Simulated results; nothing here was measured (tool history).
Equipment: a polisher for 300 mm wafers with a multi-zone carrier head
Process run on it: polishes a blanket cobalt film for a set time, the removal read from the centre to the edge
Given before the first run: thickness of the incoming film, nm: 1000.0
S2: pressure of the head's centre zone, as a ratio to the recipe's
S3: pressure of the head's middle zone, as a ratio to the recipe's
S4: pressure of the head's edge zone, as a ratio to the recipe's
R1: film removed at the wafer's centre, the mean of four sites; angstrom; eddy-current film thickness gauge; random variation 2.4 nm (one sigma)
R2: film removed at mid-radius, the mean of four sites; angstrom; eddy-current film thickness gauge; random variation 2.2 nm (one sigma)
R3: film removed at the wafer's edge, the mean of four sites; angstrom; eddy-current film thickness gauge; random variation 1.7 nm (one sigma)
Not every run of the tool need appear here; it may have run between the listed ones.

{"run": 1, "hour": 0.0, "flow of slurry (ml/min)": 320, "S2": 1, "S3": 1, "S4": 1, "polishing time (s)": 36, "R1": 1740.4, "R2": 1757.5, "R3": 1640.4}
{"run": 2, "hour": 5.6, "flow of slurry (ml/min)": 320, "S2": 1, "S3": 1, "S4": 1, "polishing time (s)": 45, "R1": 2138.3, "R2": 2199.7, "R3": 2037.2}
{"run": 3, "hour": 10.2, "flow of slurry (ml/min)": 310, "S2": 0.98, "S3": 0.94, "S4": 1.03, "polishing time (s)": 45, "R1": 2079.6, "R2": 2101.7, "R3": 2053.6}
{"run": 4, "hour": 16.4, "flow of slurry (ml/min)": 310, "S2": 0.98, "S3": 0.94, "S4": 1.03, "polishing time (s)": 51, "R1": 2379, "R2": 2307.4, "R3": 2381.1}
{"run": 5, "hour": 17.6, "flow of slurry (ml/min)": 295, "S2": 0.97, "S3": 0.9, "S4": 1.04, "polishing time (s)": 49, "R1": 2240.2, "R2": 2157.4, "R3": 2243}
{"run": 6, "hour": 25.9, "flow of slurry (ml/min)": 295, "S2": 0.97, "S3": 0.83, "S4": 1.04, "polishing time (s)": 49, "R1": 2277.7, "R2": 2049.5, "R3": 2273}
{"run": 7, "hour": 29.5, "flow of slurry (ml/min)": 285, "S2": 0.96, "S3": 0.82, "S4": 1.07, "polishing time (s)": 48, "R1": 2136, "R2": 2024.7, "R3": 2266.2}

Run 8 is up next; what results do you expect?
{"run": 8, "hour": 32.9, "flow of slurry (ml/min)": 285, "S2": 0.98, "S3": 0.82, "S4": 1.09, "polishing time (s)": 46, "R1": "?", "R2": "?", "R3": "?"}

{"run 8": {"R1": 2144.1, "R2": 1890, "R3": 2167.5}}
